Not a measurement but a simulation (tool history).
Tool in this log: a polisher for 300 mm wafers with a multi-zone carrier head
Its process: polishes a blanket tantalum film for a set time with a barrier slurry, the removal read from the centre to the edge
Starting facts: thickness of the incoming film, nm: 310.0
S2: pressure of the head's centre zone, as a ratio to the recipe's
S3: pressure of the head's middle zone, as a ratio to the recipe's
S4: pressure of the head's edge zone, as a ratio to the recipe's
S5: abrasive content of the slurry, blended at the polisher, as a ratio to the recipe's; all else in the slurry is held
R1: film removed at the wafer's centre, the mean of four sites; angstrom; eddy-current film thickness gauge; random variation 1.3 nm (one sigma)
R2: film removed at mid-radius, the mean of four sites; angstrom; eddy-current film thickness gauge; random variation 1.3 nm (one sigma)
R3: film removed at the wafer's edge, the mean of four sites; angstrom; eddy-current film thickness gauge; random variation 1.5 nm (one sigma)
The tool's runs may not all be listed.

{"run": 1, "day": 0.0, "flow of slurry (ml/min)": 315, "S2": 1.0, "S3": 1.0, "S4": 1.0, "S5": 1.0, "polishing time (s)": 56, "R1": 928.61, "R2": 965.3, "R3": 975.81}
{"run": 2, "day": 0.158, "flow of slurry (ml/min)": 315, "S2": 1.0, "S3": 1.07, "S4": 1.0, "S5": 1.0, "polishing time (s)": 56, "R1": 958.96, "R2": 1034.3, "R3": 959.58}
{"run": 3, "day": 0.208, "flow of slurry (ml/min)": 315, "S2": 1.0, "S3": 0.98, "S4": 1.0, "S5": 1.0, "polishing time (s)": 56, "R1": 920.44, "R2": 958.09, "R3": 952.37}
{"run": 4, "day": 0.5, "flow of slurry (ml/min)": 310, "S2": 0.99, "S3": 0.97, "S4": 1.03, "S5": 1.05, "polishing time (s)": 56, "R1": 956.94, "R2": 937.4, "R3": 990.48}
{"run": 5, "day": 0.758, "flow of slurry (ml/min)": 310, "S2": 0.99, "S3": 0.9, "S4": 1.03, "S5": 1.05, "polishing time (s)": 56, "R1": 930.17, "R2": 895.2, "R3": 1025.2}
{"run": 6, "day": 0.792, "flow of slurry (ml/min)": 310, "S2": 0.96, "S3": 0.91, "S4": 1.04, "S5": 1.1, "polishing time (s)": 57, "R1": 951.45, "R2": 939.02, "R3": 1026.8}
{"run": 7, "day": 1.0, "flow of slurry (ml/min)": 310, "S2": 0.93, "S3": 0.89, "S4": 1.05, "S5": 1.1, "polishing time (s)": 59, "R1": 989.09, "R2": 953.81, "R3": 1055.4}

Estimate the outcome of run 8 from the log above:
{"run": 8, "day": 1.117, "flow of slurry (ml/min)": 285, "S2": 0.91, "S3": 0.88, "S4": 1.06, "S5": 1.05, "polishing time (s)": 61, "R1": "?", "R2": "?", "R3": "?"}

Run 8 came out at R1 933.57 angstrom, R2 949.62 angstrom, R3 1100.80 angstrom.
